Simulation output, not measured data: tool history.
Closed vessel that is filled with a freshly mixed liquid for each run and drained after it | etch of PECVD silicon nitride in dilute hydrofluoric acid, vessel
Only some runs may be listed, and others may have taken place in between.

run  hour  temperature setpoint of the liquid (°C)  parts of water to one part of 49 % hydrofluoric acid (parts by volume)  time in the liquid (s)  thickness taken off the PECVD silicon nitride on a monitor wafer (nm)
  1   0.0                                     21.0                                                                     150                    2635                                                                 36.895
  2   6.2                                     21.0                                                                     150                    2635                                                                 37.103
  3   9.8                                     21.0                                                                     150                    2635                                                                 36.875
  4  14.5                                     23.0                                                                     135                    2635                                                                 46.955
  5  19.0                                     24.5                                                                     125                    2635                                                                 55.578
  6  22.6                                     25.5                                                                     115                    2635                                                                 64.395
  7  25.5                                     25.5                                                                     115                    2635                                                                 64.656
  8  29.3                                     26.5                                                                     110                    2635                                                                 72.469
  9  35.8                                     27.0                                                                     105                    2635                                                                 77.808

Run 10 has not been measured yet. What should we expect?
 10  38.3                                     27.5                                                                     105                    2635                                                                      ?

Run 10 produced thickness taken off the PECVD silicon nitride on a monitor wafer (nm) 80.494.

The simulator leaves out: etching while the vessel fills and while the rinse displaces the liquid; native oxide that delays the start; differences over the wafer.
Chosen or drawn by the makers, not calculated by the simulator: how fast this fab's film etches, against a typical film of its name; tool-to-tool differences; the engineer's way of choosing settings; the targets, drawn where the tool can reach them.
